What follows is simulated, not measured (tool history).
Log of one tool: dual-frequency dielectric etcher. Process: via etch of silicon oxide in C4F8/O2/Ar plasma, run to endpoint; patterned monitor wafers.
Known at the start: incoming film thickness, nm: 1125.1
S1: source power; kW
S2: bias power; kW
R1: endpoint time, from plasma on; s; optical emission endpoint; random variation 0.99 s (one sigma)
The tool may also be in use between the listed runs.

run 1 hour=0.0 | S1=2.660 S2=2.070 | R1=206.15
run 2 hour=5.9 | S1=2.300 S2=2.070 | R1=218.56
run 3 hour=14.0 | S1=2.470 S2=2.111 | R1=211.65
run 4 hour=18.3 | S1=2.620 S2=2.146 | R1=202.70
run 5 hour=19.5 | S1=2.730 S2=2.158 | R1=199.57
run 6 hour=20.3 | S1=3.160 S2=2.158 | R1=187.09

Run 7 comes next. What will it give?
run 7 hour=26.4 | S1=3.220 S2=2.169 | R1=?

{"run 7": {"R1": 184.14}}
